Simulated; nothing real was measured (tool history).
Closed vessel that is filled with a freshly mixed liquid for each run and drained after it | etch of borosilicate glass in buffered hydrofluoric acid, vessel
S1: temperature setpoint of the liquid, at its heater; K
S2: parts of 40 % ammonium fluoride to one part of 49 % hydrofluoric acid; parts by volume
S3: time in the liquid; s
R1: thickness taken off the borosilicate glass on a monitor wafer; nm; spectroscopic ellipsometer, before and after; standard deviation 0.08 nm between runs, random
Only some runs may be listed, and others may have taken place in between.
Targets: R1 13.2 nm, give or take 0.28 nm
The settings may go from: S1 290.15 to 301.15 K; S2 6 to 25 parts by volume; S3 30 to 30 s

{"run": 1, "hour": 0.0, "S1": 293.15, "S2": 15.5, "S3": 30, "R1": 17.993}
{"run": 2, "hour": 7.2, "S1": 292.15, "S2": 16.5, "S3": 30, "R1": 16.189}
{"run": 3, "hour": 10.2, "S1": 292.15, "S2": 16.5, "S3": 30, "R1": 16.069}
{"run": 4, "hour": 19.3, "S1": 291.65, "S2": 17, "S3": 30, "R1": 15.353}
{"run": 5, "hour": 26.9, "S1": 294.65, "S2": 17, "S3": 30, "R1": 17.936}
{"run": 6, "hour": 35.6, "S1": 294.65, "S2": 20.5, "S3": 30, "R1": 14.882}
{"run": 7, "hour": 38.6, "S1": 294.15, "S2": 20.5, "S3": 30, "R1": 14.589}
{"run": 8, "hour": 46.1, "S1": 293.65, "S2": 20.5, "S3": 30, "R1": 14.123}

Which of these 5 next moves meets every target?
{"run": "A", "hour": 53.6, "S1": 293.65, "S2": 21, "S3": 30, "R1": "?"}
{"run": "B", "hour": 53.6, "S1": 292.15, "S2": 19, "S3": 30, "R1": "?"}
{"run": "C", "hour": 53.6, "S1": 293.65, "S2": 22.5, "S3": 30, "R1": "?"}
{"run": "D", "hour": 53.6, "S1": 291.15, "S2": 20, "S3": 30, "R1": "?"}
{"run": "E", "hour": 53.6, "S1": 295.65, "S2": 25, "S3": 30, "R1": "?"}

move=A R1=14.092
move=B R1=14.122
move=C R1=13.432
move=D R1=12.694
move=E R1=13.928
A: just as far off the targets as the last run
B: just as far off the targets as the last run
C: meets every target
D: pushes the last run's worst result past its target
E: nearer the targets than the last run, but a result is still out of spec
Go with C: it meets all targets.
